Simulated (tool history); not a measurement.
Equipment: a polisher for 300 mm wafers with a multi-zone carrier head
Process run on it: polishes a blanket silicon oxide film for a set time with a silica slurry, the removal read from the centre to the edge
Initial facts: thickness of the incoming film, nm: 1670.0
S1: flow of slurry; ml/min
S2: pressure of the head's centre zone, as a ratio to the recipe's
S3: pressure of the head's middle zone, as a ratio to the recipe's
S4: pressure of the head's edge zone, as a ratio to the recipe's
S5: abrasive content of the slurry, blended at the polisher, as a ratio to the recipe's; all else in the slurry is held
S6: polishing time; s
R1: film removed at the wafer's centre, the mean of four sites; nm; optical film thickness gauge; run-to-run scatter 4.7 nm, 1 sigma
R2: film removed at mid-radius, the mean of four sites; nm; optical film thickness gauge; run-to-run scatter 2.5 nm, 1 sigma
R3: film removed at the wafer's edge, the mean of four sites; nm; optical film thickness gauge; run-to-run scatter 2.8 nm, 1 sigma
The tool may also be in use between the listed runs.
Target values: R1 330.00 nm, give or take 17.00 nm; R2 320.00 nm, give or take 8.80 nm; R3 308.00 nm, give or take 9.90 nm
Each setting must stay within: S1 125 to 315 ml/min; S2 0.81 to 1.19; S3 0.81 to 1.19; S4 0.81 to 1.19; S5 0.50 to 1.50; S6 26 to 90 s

Run 1, day 0.000: S1 205 ml/min, S2 1.00, S3 1.00, S4 1.00, S5 1.00, S6 58 s. Result: R1 246.96 nm, R2 262.31 nm, R3 250.14 nm.
Run 2, day 0.246: S1 210 ml/min, S2 1.01, S3 1.01, S4 1.02, S5 1.05, S6 58 s. Result: R1 260.93 nm, R2 273.45 nm, R3 263.38 nm.
Run 3, day 0.533: S1 215 ml/min, S2 1.02, S3 1.02, S4 1.03, S5 1.05, S6 58 s. Result: R1 263.61 nm, R2 281.24 nm, R3 264.98 nm.
Run 4, day 0.667: S1 195 ml/min, S2 1.02, S3 1.02, S4 1.03, S5 1.05, S6 58 s. Result: R1 263.84 nm, R2 271.79 nm, R3 261.41 nm.
Run 5, day 0.979: S1 195 ml/min, S2 1.02, S3 0.97, S4 1.03, S5 1.05, S6 58 s. Result: R1 261.21 nm, R2 261.47 nm, R3 258.05 nm.
Run 6, day 1.262: S1 205 ml/min, S2 1.03, S3 0.98, S4 1.05, S5 1.05, S6 58 s. Result: R1 263.10 nm, R2 265.17 nm, R3 262.55 nm.
Run 7, day 1.558: S1 210 ml/min, S2 1.04, S3 0.99, S4 1.06, S5 1.05, S6 58 s. Result: R1 265.12 nm, R2 271.45 nm, R3 265.64 nm.
Run 8, day 1.825: S1 210 ml/min, S2 1.05, S3 0.99, S4 1.07, S5 1.05, S6 58 s. Result: R1 277.57 nm, R2 268.05 nm, R3 269.99 nm.
Run 9, day 1.908: S1 215 ml/min, S2 1.06, S3 1.00, S4 1.08, S5 1.05, S6 58 s. Result: R1 277.97 nm, R2 273.07 nm, R3 265.39 nm.

Which single option among these 4 for the next run brings every result within its allowed miss of target? Just one does.
Run A, day 1.992: S1 205 ml/min, S2 1.18, S3 1.05, S4 1.04, S5 1.10, S6 60 s. Result: R1 ?, R2 ?, R3 ?.
Run B, day 1.992: S1 160 ml/min, S2 1.08, S3 1.01, S4 1.01, S5 1.10, S6 69 s. Result: R1 ?, R2 ?, R3 ?.
Run C, day 1.992: S1 160 ml/min, S2 1.07, S3 1.08, S4 0.99, S5 1.00, S6 69 s. Result: R1 ?, R2 ?, R3 ?.
Run D, day 1.992: S1 185 ml/min, S2 1.08, S3 1.00, S4 1.13, S5 1.20, S6 65 s. Result: R1 ?, R2 ?, R3 ?.

move      R1      R2      R3
   A  322.34  300.27  279.27
   B  324.18  321.31  307.89
   C  302.27  320.00  286.71
   D  329.87  323.18  327.38
A: nearer than the last run, and not there yet
B: meets every target
C: meets the target for the result that was furthest off, but another lies outside its allowed miss
D: meets the target for the result that was furthest off, but another lies outside its allowed miss
Answer: B
